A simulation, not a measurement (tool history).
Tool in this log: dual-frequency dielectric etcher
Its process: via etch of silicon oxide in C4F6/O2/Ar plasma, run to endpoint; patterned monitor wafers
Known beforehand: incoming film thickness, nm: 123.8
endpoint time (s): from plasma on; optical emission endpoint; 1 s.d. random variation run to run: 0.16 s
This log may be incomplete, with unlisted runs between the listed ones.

run  hour  bias power (W)  source power (W)  Ar flow (sccm)  endpoint time (s)
  1     0             386               400             319             27.735
  2   2.2             399               400             318             27.736
  3     8             399               400             292             26.919
  4  16.5             399               400             258              26.76
     19.8  -- bias power generator calibrated
  5  19.8             408               400             257             26.442
  6  27.5             408               400             217              25.71

What will run 7 give?
  7  30.2             412               400             217                  ?

endpoint time (s): 25.949
